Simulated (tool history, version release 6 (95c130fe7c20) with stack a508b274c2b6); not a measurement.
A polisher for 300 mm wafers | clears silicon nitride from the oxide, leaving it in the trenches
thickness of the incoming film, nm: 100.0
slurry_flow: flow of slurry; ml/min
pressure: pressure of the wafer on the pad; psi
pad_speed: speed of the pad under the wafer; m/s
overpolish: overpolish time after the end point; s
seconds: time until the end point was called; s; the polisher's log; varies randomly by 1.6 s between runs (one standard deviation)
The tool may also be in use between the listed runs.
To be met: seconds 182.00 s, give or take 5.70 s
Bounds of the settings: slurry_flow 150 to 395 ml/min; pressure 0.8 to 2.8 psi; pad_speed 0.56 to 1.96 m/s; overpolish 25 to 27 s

Run 1, hour 0.0: slurry_flow 250 ml/min, pressure 1.8 psi, pad_speed 1.26 m/s, overpolish 25 s. Result: seconds 114.35 s.
Run 2, hour 2.7: slurry_flow 250 ml/min, pressure 1.6 psi, pad_speed 1.26 m/s, overpolish 25 s. Result: seconds 122.77 s.
Run 3, hour 7.8: slurry_flow 280 ml/min, pressure 1.6 psi, pad_speed 1.26 m/s, overpolish 25 s. Result: seconds 123.92 s.
Run 4, hour 9.0: slurry_flow 280 ml/min, pressure 1.6 psi, pad_speed 1.26 m/s, overpolish 27 s. Result: seconds 122.53 s.
Run 5, hour 12.8: slurry_flow 280 ml/min, pressure 1.4 psi, pad_speed 1.26 m/s, overpolish 27 s. Result: seconds 133.66 s.
Run 6, hour 15.6: slurry_flow 280 ml/min, pressure 1.3 psi, pad_speed 1.24 m/s, overpolish 27 s. Result: seconds 143.22 s.
Run 7, hour 17.1: slurry_flow 280 ml/min, pressure 1.2 psi, pad_speed 1.24 m/s, overpolish 27 s. Result: seconds 151.91 s.
Run 8, hour 19.5: slurry_flow 280 ml/min, pressure 1.1 psi, pad_speed 1.24 m/s, overpolish 27 s. Result: seconds 161.09 s.
Run 9, hour 23.1: slurry_flow 275 ml/min, pressure 1.0 psi, pad_speed 1.24 m/s, overpolish 27 s. Result: seconds 169.61 s.
Run 10, hour 28.7: slurry_flow 270 ml/min, pressure 1.0 psi, pad_speed 1.24 m/s, overpolish 27 s. Result: seconds 174.39 s.
Run 11, hour 36.6: slurry_flow 265 ml/min, pressure 1.0 psi, pad_speed 1.24 m/s, overpolish 27 s. Result: seconds 172.69 s.
Run 12, hour 39.3: slurry_flow 260 ml/min, pressure 1.0 psi, pad_speed 1.24 m/s, overpolish 27 s. Result: seconds 171.81 s.
Run 13, hour 48.0: slurry_flow 255 ml/min, pressure 1.0 psi, pad_speed 1.24 m/s, overpolish 27 s. Result: seconds 173.80 s.
Run 14, hour 52.7: slurry_flow 250 ml/min, pressure 1.0 psi, pad_speed 1.24 m/s, overpolish 27 s. Result: seconds 171.59 s.

Consider the 5 candidate settings below. Which is the only one whose results all fall within their allowed miss of target?
Run A, hour 57.4: slurry_flow 230 ml/min, pressure 1.4 psi, pad_speed 0.96 m/s, overpolish 26 s. Result: seconds ?.
Run B, hour 57.4: slurry_flow 275 ml/min, pressure 0.9 psi, pad_speed 1.50 m/s, overpolish 27 s. Result: seconds ?.
Run C, hour 57.4: slurry_flow 245 ml/min, pressure 1.1 psi, pad_speed 1.22 m/s, overpolish 27 s. Result: seconds ?.
Run D, hour 57.4: slurry_flow 310 ml/min, pressure 1.1 psi, pad_speed 0.98 m/s, overpolish 27 s. Result: seconds ?.
Run E, hour 57.4: slurry_flow 170 ml/min, pressure 1.5 psi, pad_speed 0.90 m/s, overpolish 27 s. Result: seconds ?.

move  seconds
   A   159.31
   B   161.74
   C   163.32
   D   181.13
   E   162.00
A: lands further from the targets than the last run did
B: lands further from the targets than the last run did
C: lands further from the targets than the last run did
D: in spec on every target
E: lands further from the targets than the last run did
D is the move that brings every result within its allowed miss.
